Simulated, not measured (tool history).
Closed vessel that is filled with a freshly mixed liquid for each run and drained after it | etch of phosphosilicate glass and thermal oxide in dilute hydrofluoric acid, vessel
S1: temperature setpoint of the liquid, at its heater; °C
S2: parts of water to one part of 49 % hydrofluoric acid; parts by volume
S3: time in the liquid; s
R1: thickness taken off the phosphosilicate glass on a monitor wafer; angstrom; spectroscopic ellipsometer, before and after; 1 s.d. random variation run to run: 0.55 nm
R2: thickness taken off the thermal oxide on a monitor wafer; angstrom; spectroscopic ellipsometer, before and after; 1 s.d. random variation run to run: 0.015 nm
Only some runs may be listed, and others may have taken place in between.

run	day	S1	S2	S3	R1	R2
1	0.000	25.0	85	60	1175.40	32.110
2	0.096	25.0	85	40	785.92	21.668
3	0.346	25.0	105	40	645.87	16.919
4	0.475	25.0	105	30	475.81	12.800
5	0.608	22.5	105	30	436.85	11.532
6	0.733	23.5	105	30	448.37	12.025

Forecast run 7:
7	0.996	23.5	105	30	?	?

R1: 440.67 angstrom
R2: 12.077 angstrom
